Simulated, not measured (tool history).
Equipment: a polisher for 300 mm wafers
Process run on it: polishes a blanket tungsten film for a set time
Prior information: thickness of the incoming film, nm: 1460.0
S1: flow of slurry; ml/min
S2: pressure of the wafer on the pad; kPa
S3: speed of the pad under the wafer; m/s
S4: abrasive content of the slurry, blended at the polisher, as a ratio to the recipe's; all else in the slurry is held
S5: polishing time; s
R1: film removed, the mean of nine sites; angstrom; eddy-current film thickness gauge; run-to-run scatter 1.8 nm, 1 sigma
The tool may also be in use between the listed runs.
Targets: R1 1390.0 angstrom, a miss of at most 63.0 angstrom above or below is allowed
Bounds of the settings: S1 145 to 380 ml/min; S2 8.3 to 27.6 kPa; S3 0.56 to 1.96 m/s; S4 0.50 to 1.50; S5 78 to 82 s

Run 1, hour 0.0: S1 245 ml/min, S2 17.9 kPa, S3 1.26 m/s, S4 1.00, S5 78 s. Result: R1 2937.7 angstrom.
Run 2, hour 8.0: S1 245 ml/min, S2 17.9 kPa, S3 1.26 m/s, S4 0.85, S5 78 s. Result: R1 2833.8 angstrom.
Run 3, hour 15.2: S1 245 ml/min, S2 15.2 kPa, S3 1.18 m/s, S4 0.85, S5 78 s. Result: R1 2320.0 angstrom.
Run 4, hour 21.3: S1 245 ml/min, S2 13.1 kPa, S3 1.12 m/s, S4 0.85, S5 78 s. Result: R1 1857.1 angstrom.
Run 5, hour 30.2: S1 245 ml/min, S2 11.7 kPa, S3 1.12 m/s, S4 0.85, S5 78 s. Result: R1 1685.3 angstrom.
Run 6, hour 37.9: S1 305 ml/min, S2 11.7 kPa, S3 1.12 m/s, S4 0.85, S5 78 s. Result: R1 1721.3 angstrom.
Run 7, hour 46.5: S1 305 ml/min, S2 11.0 kPa, S3 1.12 m/s, S4 0.85, S5 78 s. Result: R1 1647.2 angstrom.
Run 8, hour 48.6: S1 305 ml/min, S2 10.3 kPa, S3 1.12 m/s, S4 0.85, S5 78 s. Result: R1 1547.1 angstrom.

Below are 4 possible settings for the next run. Only one of them brings all results inside the allowed miss of their targets. Which is it?
Run A, hour 50.7: S1 350 ml/min, S2 10.3 kPa, S3 0.92 m/s, S4 0.80, S5 78 s. Result: R1 ?.
Run B, hour 50.7: S1 325 ml/min, S2 11.0 kPa, S3 0.72 m/s, S4 1.20, S5 81 s. Result: R1 ?.
Run C, hour 50.7: S1 225 ml/min, S2 10.3 kPa, S3 1.00 m/s, S4 0.95, S5 78 s. Result: R1 ?.
Run D, hour 50.7: S1 265 ml/min, S2 8.3 kPa, S3 1.16 m/s, S4 0.80, S5 78 s. Result: R1 ?.

move      R1
   A  1303.2
   B  1242.5
   C  1415.5
   D  1291.9
A: moves the result that the last run missed by most past its target, out the other side
B: moves the result that the last run missed by most past its target, out the other side
C: every result lands within tolerance
D: moves the result that the last run missed by most past its target, out the other side
Go with C: it meets all targets.

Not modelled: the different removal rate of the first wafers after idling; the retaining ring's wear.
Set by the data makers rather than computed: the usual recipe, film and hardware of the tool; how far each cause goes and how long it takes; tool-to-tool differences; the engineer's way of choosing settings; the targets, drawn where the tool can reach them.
